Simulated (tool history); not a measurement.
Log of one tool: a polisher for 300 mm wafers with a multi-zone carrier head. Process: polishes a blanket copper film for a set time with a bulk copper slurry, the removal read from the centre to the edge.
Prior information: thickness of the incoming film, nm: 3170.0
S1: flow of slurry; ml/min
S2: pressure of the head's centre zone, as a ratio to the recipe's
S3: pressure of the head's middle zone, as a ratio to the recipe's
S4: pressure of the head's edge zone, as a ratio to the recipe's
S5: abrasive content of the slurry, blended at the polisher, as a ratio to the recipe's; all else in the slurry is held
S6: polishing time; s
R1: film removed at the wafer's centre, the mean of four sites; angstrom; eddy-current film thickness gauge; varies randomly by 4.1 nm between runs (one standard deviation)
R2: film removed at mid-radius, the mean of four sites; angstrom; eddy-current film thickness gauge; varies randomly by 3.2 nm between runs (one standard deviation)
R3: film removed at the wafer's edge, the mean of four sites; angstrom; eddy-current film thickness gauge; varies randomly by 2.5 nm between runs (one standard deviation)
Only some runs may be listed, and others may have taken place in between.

Run 1, hour 0.0: S1 210 ml/min, S2 1.00, S3 1.00, S4 1.00, S5 1.00, S6 45 s. Result: R1 3780.4 angstrom, R2 3793.3 angstrom, R3 3796.4 angstrom.
Run 2, hour 1.1: S1 210 ml/min, S2 1.00, S3 1.00, S4 1.00, S5 1.20, S6 45 s. Result: R1 3837.9 angstrom, R2 3891.6 angstrom, R3 3935.8 angstrom.
Run 3, hour 5.5: S1 200 ml/min, S2 0.97, S3 1.00, S4 0.99, S5 1.15, S6 45 s. Result: R1 3707.9 angstrom, R2 3773.5 angstrom, R3 3854.8 angstrom.
Run 4, hour 8.1: S1 200 ml/min, S2 0.97, S3 1.00, S4 0.99, S5 1.15, S6 37 s. Result: R1 3033.4 angstrom, R2 3113.1 angstrom, R3 3179.3 angstrom.
Run 5, hour 9.8: S1 210 ml/min, S2 0.95, S3 1.01, S4 1.01, S5 1.15, S6 37 s. Result: R1 3051.8 angstrom, R2 3174.7 angstrom, R3 3206.9 angstrom.
Run 6, hour 11.2: S1 210 ml/min, S2 0.95, S3 1.01, S4 1.01, S5 1.25, S6 37 s. Result: R1 3142.5 angstrom, R2 3226.7 angstrom, R3 3277.3 angstrom.
Run 7, hour 15.6: S1 200 ml/min, S2 0.93, S3 1.03, S4 1.03, S5 1.25, S6 37 s. Result: R1 2979.2 angstrom, R2 3269.9 angstrom, R3 3291.5 angstrom.

Expected results for the next run?
Run 8, hour 22.7: S1 200 ml/min, S2 0.92, S3 1.04, S4 1.04, S5 1.25, S6 37 s. Result: R1 ?, R2 ?, R3 ?.

R1: 2982.7 angstrom
R2: 3293.2 angstrom
R3: 3287.4 angstrom
